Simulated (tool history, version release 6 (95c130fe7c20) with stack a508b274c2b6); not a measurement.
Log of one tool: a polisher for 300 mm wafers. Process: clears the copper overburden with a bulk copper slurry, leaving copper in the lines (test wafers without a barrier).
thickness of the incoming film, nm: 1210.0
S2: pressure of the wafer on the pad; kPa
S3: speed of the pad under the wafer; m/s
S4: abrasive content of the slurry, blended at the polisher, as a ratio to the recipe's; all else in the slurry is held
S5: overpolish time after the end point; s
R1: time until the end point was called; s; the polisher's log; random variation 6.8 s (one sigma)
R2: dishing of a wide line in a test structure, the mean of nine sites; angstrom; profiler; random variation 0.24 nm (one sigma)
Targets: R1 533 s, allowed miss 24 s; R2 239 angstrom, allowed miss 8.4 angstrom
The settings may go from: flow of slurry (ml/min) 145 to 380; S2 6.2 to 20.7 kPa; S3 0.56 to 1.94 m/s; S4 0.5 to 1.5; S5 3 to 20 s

run 1 hour=0 | flow_of_slurry_(ml/min)=245 S2=13.1 S3=1.24 S4=1 S5=10 | R1=190.33 R2=420.61
run 2 hour=5.2 | flow_of_slurry_(ml/min)=245 S2=13.1 S3=1.24 S4=1 S5=6 | R1=191.02 R2=271.67
run 3 hour=12.4 | flow_of_slurry_(ml/min)=245 S2=11 S3=1.24 S4=1 S5=6 | R1=218.42 R2=240.33
run 4 hour=17.1 | flow_of_slurry_(ml/min)=240 S2=10.3 S3=1.1 S4=1 S5=7 | R1=257.55 R2=235.36
run 5 hour=21.3 | flow_of_slurry_(ml/min)=240 S2=10.3 S3=1.1 S4=1 S5=4 | R1=259.44 R2=141.53
run 6 hour=27.3 | flow_of_slurry_(ml/min)=265 S2=10.3 S3=1.1 S4=1 S5=4 | R1=256.46 R2=145.54
run 7 hour=35.3 | flow_of_slurry_(ml/min)=245 S2=9.7 S3=1.02 S4=0.95 S5=6 | R1=295.45 R2=181.94
run 8 hour=39.7 | flow_of_slurry_(ml/min)=235 S2=9 S3=0.98 S4=0.85 S5=7 | R1=325.94 R2=188.23
run 9 hour=47.4 | flow_of_slurry_(ml/min)=225 S2=8.3 S3=0.92 S4=0.8 S5=8 | R1=379.48 R2=186.28
run 10 hour=52.3 | flow_of_slurry_(ml/min)=215 S2=7.6 S3=0.9 S4=0.75 S5=9 | R1=416.28 R2=190.92
run 11 hour=58.6 | flow_of_slurry_(ml/min)=205 S2=7.6 S3=0.88 S4=0.7 S5=10 | R1=424.69 R2=200.19
run 12 hour=65.7 | flow_of_slurry_(ml/min)=205 S2=7.6 S3=0.84 S4=0.7 S5=11 | R1=452.63 R2=215.38
run 13 hour=71.7 | flow_of_slurry_(ml/min)=205 S2=6.2 S3=0.78 S4=0.75 S5=14 | R1=568.52 R2=211.81
run 14 hour=76.3 | flow_of_slurry_(ml/min)=205 S2=6.9 S3=0.78 S4=0.7 S5=14 | R1=525.49 R2=229.94
run 15 hour=78 | flow_of_slurry_(ml/min)=205 S2=6.9 S3=0.78 S4=0.7 S5=14 | R1=520.85 R2=230.18
run 16 hour=85.1 | flow_of_slurry_(ml/min)=200 S2=6.9 S3=0.78 S4=0.7 S5=14 | R1=525.03 R2=228.1
run 17 hour=92.8 | flow_of_slurry_(ml/min)=200 S2=6.9 S3=0.78 S4=0.65 S5=14 | R1=532.65 R2=222.01

5 next moves are on the table. One of them brings every result within its allowed miss. Which?
run A hour=100.5 | flow_of_slurry_(ml/min)=145 S2=6.2 S3=0.8 S4=0.75 S5=16 | R1=? R2=?
run B hour=100.5 | flow_of_slurry_(ml/min)=245 S2=6.9 S3=0.78 S4=0.5 S5=13 | R1=? R2=?
run C hour=100.5 | flow_of_slurry_(ml/min)=190 S2=7.6 S3=0.68 S4=0.6 S5=13 | R1=? R2=?
run D hour=100.5 | flow_of_slurry_(ml/min)=180 S2=6.9 S3=0.76 S4=0.65 S5=13 | R1=? R2=?
run E hour=100.5 | flow_of_slurry_(ml/min)=220 S2=6.2 S3=0.76 S4=1.15 S5=15 | R1=? R2=?

move=A R1=588.68 R2=232.44
move=B R1=543.39 R2=209.11
move=C R1=582.12 R2=197.54
move=D R1=562.87 R2=202.75
move=E R1=552.87 R2=232.08
A: brings the result that was furthest off to its target, and leaves another outside
B: further off than the last run
C: further off than the last run
D: further off than the last run
E: meets every target
The right move is E.

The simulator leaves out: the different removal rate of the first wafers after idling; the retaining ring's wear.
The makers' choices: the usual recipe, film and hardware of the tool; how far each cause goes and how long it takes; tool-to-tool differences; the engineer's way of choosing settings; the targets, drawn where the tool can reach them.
